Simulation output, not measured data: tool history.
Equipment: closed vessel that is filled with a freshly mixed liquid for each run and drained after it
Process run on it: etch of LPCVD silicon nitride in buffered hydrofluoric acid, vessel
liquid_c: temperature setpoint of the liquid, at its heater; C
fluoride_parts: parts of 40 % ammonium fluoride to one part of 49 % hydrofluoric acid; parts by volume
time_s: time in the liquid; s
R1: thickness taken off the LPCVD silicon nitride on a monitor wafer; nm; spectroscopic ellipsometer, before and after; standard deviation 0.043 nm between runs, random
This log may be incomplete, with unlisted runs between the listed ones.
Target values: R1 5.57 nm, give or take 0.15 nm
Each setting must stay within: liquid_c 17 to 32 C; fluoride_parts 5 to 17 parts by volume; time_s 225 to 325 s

run 1 hour=0 | liquid_c=24 fluoride_parts=10.5 time_s=325 | R1=4.6074
run 2 hour=1.2 | liquid_c=25 fluoride_parts=10.5 time_s=325 | R1=4.8803
run 3 hour=6.3 | liquid_c=25 fluoride_parts=10.5 time_s=225 | R1=3.3307
run 4 hour=15.1 | liquid_c=26.5 fluoride_parts=10.5 time_s=225 | R1=3.6478
run 5 hour=21.7 | liquid_c=26.5 fluoride_parts=9 time_s=225 | R1=4.0629
run 6 hour=25.5 | liquid_c=24 fluoride_parts=9 time_s=225 | R1=3.6028
run 7 hour=33.6 | liquid_c=24 fluoride_parts=9 time_s=225 | R1=3.5614
run 8 hour=41.7 | liquid_c=26 fluoride_parts=8 time_s=240 | R1=4.8458
run 9 hour=47.9 | liquid_c=28 fluoride_parts=8 time_s=240 | R1=5.3988

Consider the 5 candidate settings below. Which is the only one whose results all fall within their allowed miss of target?
run A hour=54.1 | liquid_c=26 fluoride_parts=7.5 time_s=280 | R1=?
run B hour=54.1 | liquid_c=27.5 fluoride_parts=8 time_s=270 | R1=?
run C hour=54.1 | liquid_c=26 fluoride_parts=7 time_s=255 | R1=?
run D hour=54.1 | liquid_c=28.5 fluoride_parts=9 time_s=275 | R1=?
run E hour=54.1 | liquid_c=28 fluoride_parts=8 time_s=265 | R1=?

move=A R1=6.0801
move=B R1=5.9247
move=C R1=5.965
move=D R1=5.6008
move=E R1=5.9716
A: moves the result that the last run missed by most past its target, out the other side
B: moves the result that the last run missed by most past its target, out the other side
C: moves the result that the last run missed by most past its target, out the other side
D: every result lands within tolerance
E: moves the result that the last run missed by most past its target, out the other side
Answer: D
